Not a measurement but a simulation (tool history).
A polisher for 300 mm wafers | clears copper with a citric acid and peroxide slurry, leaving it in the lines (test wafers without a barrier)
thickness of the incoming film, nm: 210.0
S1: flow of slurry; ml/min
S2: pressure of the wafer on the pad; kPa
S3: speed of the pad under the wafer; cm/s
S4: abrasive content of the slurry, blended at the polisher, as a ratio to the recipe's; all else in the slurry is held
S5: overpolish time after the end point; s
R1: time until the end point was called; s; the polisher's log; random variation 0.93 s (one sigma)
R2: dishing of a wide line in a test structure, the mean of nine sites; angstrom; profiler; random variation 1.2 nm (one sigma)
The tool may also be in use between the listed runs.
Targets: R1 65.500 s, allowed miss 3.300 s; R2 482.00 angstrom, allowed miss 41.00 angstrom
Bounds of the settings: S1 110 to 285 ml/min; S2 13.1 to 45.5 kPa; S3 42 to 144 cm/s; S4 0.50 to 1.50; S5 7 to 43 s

run  hour   S1    S2  S3    S4  S5       R1      R2
  1   0.0  180  29.0  92  1.00  22   83.871  308.73
  2   5.0  180  23.4  92  1.00  22  104.390  265.49
  3  10.8  180  26.9  92  1.00  24   90.305  303.82
  4  12.7  180  20.7  92  1.00  24  114.060  252.80
  5  16.0  180  20.7  78  1.00  24  132.840  235.55
  6  21.6  180  20.7  56  1.00  24  187.560  180.61
  7  24.6  180  27.6  60  1.00  26  129.980  250.91
  8  25.5  180  31.7  60  1.00  27  118.750  308.73
  9  31.2  180  31.7  60  1.00  27  115.710  292.04
 10  33.6  180  35.9  62  1.00  27   99.035  325.15
     40.8  -- slurry blender recalibrated
 11  40.8  180  38.6  64  1.00  28   86.904  383.30
 12  42.1  180  40.7  64  1.00  28   81.697  396.96
 13  46.9  180  42.1  66  1.00  28   75.210  416.17
 14  52.9  180  42.7  66  1.00  28   76.152  418.18

5 next moves are on the table. One of them brings every result within its allowed miss. Which?
  A  58.9  180  35.9  90  1.40  20   ?   ?
  B  58.9  190  44.8  76  1.00  18   ?   ?
  C  58.9  165  41.4  56  0.95  29   ?   ?
  D  58.9  185  45.5  70  1.10  30   ?   ?
  E  58.9  145  41.4  58  0.90  28   ?   ?

move      R1      R2
   A  62.377  375.32
   B  62.816  348.39
   C  94.161  367.09
   D  66.021  481.10
   E  94.113  357.75
A: brings the result that was furthest off to its target, and leaves another outside
B: brings the result that was furthest off to its target, and leaves another outside
C: further off than the last run
D: meets every target
E: further off than the last run
The right move is D.
